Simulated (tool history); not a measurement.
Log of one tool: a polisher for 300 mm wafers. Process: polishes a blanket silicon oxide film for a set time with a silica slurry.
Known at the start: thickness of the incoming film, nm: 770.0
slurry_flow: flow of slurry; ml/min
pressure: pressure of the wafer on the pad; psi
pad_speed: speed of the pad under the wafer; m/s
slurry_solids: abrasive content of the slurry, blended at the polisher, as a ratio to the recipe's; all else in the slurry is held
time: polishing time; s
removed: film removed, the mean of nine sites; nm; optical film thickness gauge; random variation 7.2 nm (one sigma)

run,hour,slurry_flow,pressure,pad_speed,slurry_solids,time,removed
1,0.0,255,3.1,1.20,1.0,110,278.02
2,2.4,280,3.1,1.20,1.0,110,276.50
3,9.3,280,3.3,1.20,1.0,110,296.43
4,16.4,280,3.3,1.20,0.9,110,287.42
5,23.3,280,3.5,1.20,0.9,110,297.25
6,29.1,280,3.7,1.22,0.9,110,321.46
7,35.3,280,3.8,1.24,0.9,110,330.08
8,38.2,280,3.9,1.26,0.9,110,344.97
9,45.1,280,4.0,1.28,0.9,110,365.74
10,49.4,280,4.9,1.32,0.9,110,451.87

Forecast run 11:
11,53.6,280,4.9,1.34,0.9,110,?

{"run 11": {"removed": 447.6}}
